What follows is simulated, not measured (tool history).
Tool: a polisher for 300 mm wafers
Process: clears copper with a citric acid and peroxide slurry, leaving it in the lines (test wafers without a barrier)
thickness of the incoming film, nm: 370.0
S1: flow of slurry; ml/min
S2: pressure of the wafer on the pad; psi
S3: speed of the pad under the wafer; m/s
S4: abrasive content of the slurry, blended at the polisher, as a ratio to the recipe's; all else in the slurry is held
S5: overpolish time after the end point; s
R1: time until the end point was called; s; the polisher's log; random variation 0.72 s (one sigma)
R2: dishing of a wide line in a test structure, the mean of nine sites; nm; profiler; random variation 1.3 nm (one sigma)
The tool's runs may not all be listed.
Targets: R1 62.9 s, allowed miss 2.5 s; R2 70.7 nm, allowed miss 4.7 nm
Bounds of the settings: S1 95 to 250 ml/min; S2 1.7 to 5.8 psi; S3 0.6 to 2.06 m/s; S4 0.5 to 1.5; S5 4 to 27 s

Run 1, hour 0: S1 160 ml/min, S2 3.7 psi, S3 1.32 m/s, S4 1, S5 14 s. Result: R1 99.804 s, R2 40.769 nm.
Run 2, hour 6.7: S1 160 ml/min, S2 4 psi, S3 1.32 m/s, S4 1, S5 14 s. Result: R1 92.213 s, R2 44.141 nm.
Run 3, hour 9.4: S1 160 ml/min, S2 4.3 psi, S3 1.32 m/s, S4 1, S5 14 s. Result: R1 85.643 s, R2 45.903 nm.
Run 4, hour 18: S1 160 ml/min, S2 4.5 psi, S3 1.32 m/s, S4 1, S5 15 s. Result: R1 80.846 s, R2 49.986 nm.
Run 5, hour 19.6: S1 160 ml/min, S2 4.7 psi, S3 1.32 m/s, S4 1, S5 16 s. Result: R1 79.125 s, R2 56.149 nm.
Run 6, hour 21.4: S1 160 ml/min, S2 4.7 psi, S3 1.32 m/s, S4 1.15, S5 16 s. Result: R1 76.218 s, R2 59.082 nm.
Run 7, hour 25: S1 165 ml/min, S2 4.8 psi, S3 1.32 m/s, S4 1.15, S5 16 s. Result: R1 75.651 s, R2 60.597 nm.
Run 8, hour 30.2: S1 165 ml/min, S2 4.9 psi, S3 1.32 m/s, S4 1.15, S5 16 s. Result: R1 71.551 s, R2 58.992 nm.
Run 9, hour 37.4: S1 180 ml/min, S2 5.3 psi, S3 1.34 m/s, S4 1.15, S5 18 s. Result: R1 65.965 s, R2 72.17 nm.

Which of these 4 next moves meets every target?
Run A, hour 44.6: S1 180 ml/min, S2 5.4 psi, S3 1.38 m/s, S4 1.15, S5 17 s. Result: R1 ?, R2 ?.
Run B, hour 44.6: S1 230 ml/min, S2 4.8 psi, S3 1.72 m/s, S4 1.2, S5 13 s. Result: R1 ?, R2 ?.
Run C, hour 44.6: S1 175 ml/min, S2 5.8 psi, S3 1.48 m/s, S4 1.1, S5 15 s. Result: R1 ?, R2 ?.
Run D, hour 44.6: S1 180 ml/min, S2 5.8 psi, S3 1.46 m/s, S4 1, S5 13 s. Result: R1 ?, R2 ?.

move      R1      R2
   A  63.919  69.016
   B  58.284  59.432
   C  57.342  68.339
   D  58.775  59.534
A: meets every target
B: takes the result that was furthest off past its target
C: takes the result that was furthest off past its target
D: takes the result that was furthest off past its target
The right move is A.
